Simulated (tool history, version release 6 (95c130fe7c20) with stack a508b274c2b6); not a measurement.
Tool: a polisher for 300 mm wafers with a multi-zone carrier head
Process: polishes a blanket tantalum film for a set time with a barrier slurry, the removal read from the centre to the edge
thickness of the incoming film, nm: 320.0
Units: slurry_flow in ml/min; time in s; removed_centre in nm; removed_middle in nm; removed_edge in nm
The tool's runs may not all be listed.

Run 1, hour 0: slurry_flow 195 ml/min, centre_zone 1, middle_zone 1, edge_zone 1, slurry_solids 1, time 63 s. Result: removed_centre 131.16 nm, removed_middle 134.2 nm, removed_edge 131.87 nm.
Run 2, hour 5.7: slurry_flow 200 ml/min, centre_zone 0.99, middle_zone 1.04, edge_zone 1.04, slurry_solids 1.15, time 67 s. Result: removed_centre 142.14 nm, removed_middle 148.79 nm, removed_edge 146.44 nm.
Run 3, hour 12.5: slurry_flow 240 ml/min, centre_zone 0.99, middle_zone 1.04, edge_zone 1.04, slurry_solids 1.15, time 67 s. Result: removed_centre 148.66 nm, removed_middle 152.71 nm, removed_edge 147.79 nm.
Run 4, hour 15: slurry_flow 225 ml/min, centre_zone 0.97, middle_zone 1.07, edge_zone 1.05, slurry_solids 1.25, time 72 s. Result: removed_centre 157.33 nm, removed_middle 166.87 nm, removed_edge 159.74 nm.
Run 5, hour 16.3: slurry_flow 215 ml/min, centre_zone 0.94, middle_zone 1.1, edge_zone 1.07, slurry_solids 1.3, time 76 s. Result: removed_centre 162.76 nm, removed_middle 181.28 nm, removed_edge 175.08 nm.
Run 6, hour 24.9: slurry_flow 215 ml/min, centre_zone 0.94, middle_zone 1.03, edge_zone 1.07, slurry_solids 1.3, time 76 s. Result: removed_centre 161.55 nm, removed_middle 175.27 nm, removed_edge 172.62 nm.
Run 7, hour 28.4: slurry_flow 215 ml/min, centre_zone 0.92, middle_zone 1.07, edge_zone 1.08, slurry_solids 1.35, time 78 s. Result: removed_centre 161.88 nm, removed_middle 189.21 nm, removed_edge 177.67 nm.

Run 8 comes next. What will it give?
Run 8, hour 33.1: slurry_flow 215 ml/min, centre_zone 0.92, middle_zone 1.09, edge_zone 1.1, slurry_solids 1.4, time 79 s. Result: removed_centre ?, removed_middle ?, removed_edge ?.

removed_centre: 163.86 nm
removed_middle: 190.95 nm
removed_edge: 186.37 nm
